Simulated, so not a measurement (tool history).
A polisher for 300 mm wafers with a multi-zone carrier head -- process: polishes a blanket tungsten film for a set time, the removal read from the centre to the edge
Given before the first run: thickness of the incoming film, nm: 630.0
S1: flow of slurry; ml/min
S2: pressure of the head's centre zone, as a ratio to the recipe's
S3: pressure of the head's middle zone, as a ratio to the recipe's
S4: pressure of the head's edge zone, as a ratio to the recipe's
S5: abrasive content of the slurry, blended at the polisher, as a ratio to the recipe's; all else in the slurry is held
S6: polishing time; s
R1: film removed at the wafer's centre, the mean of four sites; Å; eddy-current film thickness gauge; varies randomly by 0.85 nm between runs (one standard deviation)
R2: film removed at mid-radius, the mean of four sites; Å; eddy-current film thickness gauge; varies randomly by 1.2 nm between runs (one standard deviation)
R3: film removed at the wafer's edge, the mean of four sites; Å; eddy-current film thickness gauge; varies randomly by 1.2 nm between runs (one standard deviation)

run 1 hour=0.0 | S1=170 S2=1.00 S3=1.00 S4=1.00 S5=1.0 S6=32 | R1=1293.5 R2=1261.1 R3=1269.4
run 2 hour=6.3 | S1=165 S2=0.98 S3=1.00 S4=1.01 S5=1.0 S6=32 | R1=1252.6 R2=1263.6 R3=1257.4
run 3 hour=11.6 | S1=165 S2=0.98 S3=1.00 S4=1.01 S5=1.2 S6=32 | R1=1309.4 R2=1325.4 R3=1321.2
run 4 hour=19.2 | S1=160 S2=0.96 S3=0.99 S4=1.01 S5=1.2 S6=32 | R1=1258.8 R2=1293.3 R3=1306.7
run 5 hour=22.8 | S1=155 S2=0.95 S3=0.99 S4=1.01 S5=1.2 S6=32 | R1=1253.7 R2=1278.6 R3=1313.5
run 6 hour=23.8 | S1=180 S2=0.95 S3=0.99 S4=1.01 S5=1.2 S6=32 | R1=1295.5 R2=1348.4 R3=1343.7
run 7 hour=30.2 | S1=170 S2=0.94 S3=0.99 S4=1.01 S5=1.2 S6=32 | R1=1279.3 R2=1303.2 R3=1318.1
run 8 hour=33.9 | S1=170 S2=0.94 S3=0.99 S4=1.01 S5=1.2 S6=32 | R1=1265.4 R2=1338.0 R3=1323.5
run 9 hour=38.0 | S1=160 S2=0.93 S3=0.99 S4=1.01 S5=1.2 S6=32 | R1=1233.1 R2=1324.6 R3=1321.2

Predict the results of run 10:
run 10 hour=45.6 | S1=155 S2=0.92 S3=0.98 S4=1.01 S5=1.2 S6=32 | R1=? R2=? R3=?

{"run 10": {"R1": 1219.7, "R2": 1286.1, "R3": 1290.2}}
